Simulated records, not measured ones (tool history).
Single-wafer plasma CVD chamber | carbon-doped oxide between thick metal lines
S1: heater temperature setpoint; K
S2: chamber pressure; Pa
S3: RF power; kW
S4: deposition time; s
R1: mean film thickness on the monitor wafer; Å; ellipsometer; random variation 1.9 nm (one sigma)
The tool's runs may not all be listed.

{"run": 1, "day": 0.0, "S1": 603.15, "S2": 688, "S3": 0.5, "S4": 89, "R1": 4121.3}
{"run": 2, "day": 0.242, "S1": 606.15, "S2": 632, "S3": 0.48, "S4": 89, "R1": 3962.5}
{"run": 3, "day": 0.508, "S1": 606.15, "S2": 632, "S3": 0.48, "S4": 89, "R1": 3977.5}
{"run": 4, "day": 0.821, "S1": 602.15, "S2": 632, "S3": 0.48, "S4": 89, "R1": 3998.0}
{"run": 5, "day": 1.158, "S1": 602.15, "S2": 711, "S3": 0.48, "S4": 89, "R1": 4079.7}
{"run": 6, "day": 1.488, "S1": 602.15, "S2": 655, "S3": 0.48, "S4": 89, "R1": 4017.4}
{"day": 1.792, "done": "RF generator calibrated"}
{"run": 7, "day": 1.792, "S1": 604.15, "S2": 603, "S3": 0.46, "S4": 89, "R1": 3956.5}

The next listed run, before its measurement:
{"run": 8, "day": 2.138, "S1": 607.15, "S2": 593, "S3": 0.43, "S4": 88, "R1": "?"}

Run 8 gave R1 3737.4 Å.
